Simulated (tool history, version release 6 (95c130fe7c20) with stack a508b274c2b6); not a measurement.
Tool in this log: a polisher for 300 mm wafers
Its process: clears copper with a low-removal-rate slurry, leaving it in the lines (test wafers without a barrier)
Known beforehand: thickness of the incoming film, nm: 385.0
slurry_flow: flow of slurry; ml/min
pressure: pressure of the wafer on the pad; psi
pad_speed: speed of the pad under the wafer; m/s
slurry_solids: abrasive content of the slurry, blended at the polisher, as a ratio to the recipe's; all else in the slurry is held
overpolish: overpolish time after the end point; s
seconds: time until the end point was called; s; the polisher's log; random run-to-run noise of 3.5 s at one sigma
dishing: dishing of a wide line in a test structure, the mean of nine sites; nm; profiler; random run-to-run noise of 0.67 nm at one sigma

{"run": 1, "hour": 0.0, "slurry_flow": 185, "pressure": 3.2, "pad_speed": 0.94, "slurry_solids": 1, "overpolish": 24, "seconds": 147.67, "dishing": 36.412}
{"run": 2, "hour": 3.9, "slurry_flow": 185, "pressure": 3.1, "pad_speed": 0.94, "slurry_solids": 1, "overpolish": 26, "seconds": 152.36, "dishing": 38.348}
{"run": 3, "hour": 7.8, "slurry_flow": 185, "pressure": 2.3, "pad_speed": 0.94, "slurry_solids": 1, "overpolish": 26, "seconds": 206.67, "dishing": 28.724}
{"run": 4, "hour": 11.2, "slurry_flow": 185, "pressure": 2.4, "pad_speed": 0.94, "slurry_solids": 1, "overpolish": 28, "seconds": 196.59, "dishing": 32.561}
{"run": 5, "hour": 16.9, "slurry_flow": 205, "pressure": 2.4, "pad_speed": 0.94, "slurry_solids": 1, "overpolish": 28, "seconds": 203.74, "dishing": 33.519}
{"run": 6, "hour": 18.8, "slurry_flow": 215, "pressure": 2.5, "pad_speed": 0.94, "slurry_solids": 1, "overpolish": 29, "seconds": 187.15, "dishing": 34.266}

Estimate the outcome of run 7 from the log above:
{"run": 7, "hour": 22.5, "slurry_flow": 210, "pressure": 2.5, "pad_speed": 0.94, "slurry_solids": 1, "overpolish": 31, "seconds": "?", "dishing": "?"}

seconds: 183.36 s
dishing: 37.075 nm
